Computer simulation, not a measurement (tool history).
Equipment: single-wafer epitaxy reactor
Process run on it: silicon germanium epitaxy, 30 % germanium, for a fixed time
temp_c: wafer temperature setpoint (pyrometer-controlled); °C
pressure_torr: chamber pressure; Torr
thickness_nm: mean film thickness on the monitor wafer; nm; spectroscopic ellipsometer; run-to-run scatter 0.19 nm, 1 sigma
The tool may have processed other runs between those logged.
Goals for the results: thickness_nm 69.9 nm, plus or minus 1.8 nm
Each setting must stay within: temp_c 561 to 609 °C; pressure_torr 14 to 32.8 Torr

Run 1, hour 0: temp_c 585 °C, pressure_torr 23.4 Torr. Result: thickness_nm 49.598 nm.
Run 2, hour 6.7: temp_c 589 °C, pressure_torr 23.4 Torr. Result: thickness_nm 53.913 nm.
Run 3, hour 13.1: temp_c 593 °C, pressure_torr 23.5 Torr. Result: thickness_nm 58.73 nm.
Run 4, hour 14.8: temp_c 596 °C, pressure_torr 23.6 Torr. Result: thickness_nm 62.204 nm.
Run 5, hour 15.6: temp_c 596 °C, pressure_torr 20.5 Torr. Result: thickness_nm 59.084 nm.
Run 6, hour 17.8: temp_c 589 °C, pressure_torr 20.5 Torr. Result: thickness_nm 50.909 nm.
Run 7, hour 22.6: temp_c 594 °C, pressure_torr 20.7 Torr. Result: thickness_nm 56.874 nm.
Run 8, hour 27.9: temp_c 594 °C, pressure_torr 20.7 Torr. Result: thickness_nm 56.454 nm.
Run 9, hour 32.4: temp_c 597 °C, pressure_torr 20.8 Torr. Result: thickness_nm 60.57 nm.
Run 10, hour 39.4: temp_c 599 °C, pressure_torr 20.9 Torr. Result: thickness_nm 63.115 nm.
Run 11, hour 41.8: temp_c 601 °C, pressure_torr 21 Torr. Result: thickness_nm 65.873 nm.
Run 12, hour 48.7: temp_c 602 °C, pressure_torr 21 Torr. Result: thickness_nm 67.244 nm.

Exactly one of the 5 candidate moves below puts every result within its allowed miss. Which one?
Run A, hour 55.6: temp_c 601 °C, pressure_torr 21.1 Torr. Result: thickness_nm ?.
Run B, hour 55.6: temp_c 600 °C, pressure_torr 22.2 Torr. Result: thickness_nm ?.
Run C, hour 55.6: temp_c 603 °C, pressure_torr 19.7 Torr. Result: thickness_nm ?.
Run D, hour 55.6: temp_c 603 °C, pressure_torr 16.9 Torr. Result: thickness_nm ?.
Run E, hour 55.6: temp_c 603 °C, pressure_torr 22.1 Torr. Result: thickness_nm ?.

move  thickness_nm
   A        65.794
   B        65.793
   C        66.649
   D        62.742
   E        69.743
A: its largest miss is bigger than the last run's
B: its largest miss is bigger than the last run's
C: its largest miss is bigger than the last run's
D: its largest miss is bigger than the last run's
E: every result lands within tolerance
Answer: E

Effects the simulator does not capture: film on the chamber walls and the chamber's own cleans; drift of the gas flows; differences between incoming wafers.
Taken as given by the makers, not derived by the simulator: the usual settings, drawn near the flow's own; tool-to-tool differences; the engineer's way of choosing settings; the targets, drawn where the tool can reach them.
